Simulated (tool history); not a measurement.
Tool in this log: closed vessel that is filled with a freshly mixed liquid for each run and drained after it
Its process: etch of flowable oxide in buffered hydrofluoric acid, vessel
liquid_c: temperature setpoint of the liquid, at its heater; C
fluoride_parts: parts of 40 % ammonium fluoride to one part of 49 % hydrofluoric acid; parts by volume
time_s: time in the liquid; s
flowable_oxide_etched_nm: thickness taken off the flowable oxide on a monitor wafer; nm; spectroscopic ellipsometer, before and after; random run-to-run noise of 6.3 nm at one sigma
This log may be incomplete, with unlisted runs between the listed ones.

run,hour,liquid_c,fluoride_parts,time_s,flowable_oxide_etched_nm
1,0,21,8.5,95,451.95
2,6.6,22.5,8.5,95,498.25
3,10.9,24.5,8,95,584.36
4,14.5,24.5,8,105,646.53
5,17.2,24.5,8,95,587.92
6,25.2,21,8,95,482.38
7,32.5,25,5,95,932.89

Expected results for the next run?
8,41.8,25.5,5,95,?

{"run 8": {"flowable_oxide_etched_nm": 946.94}}
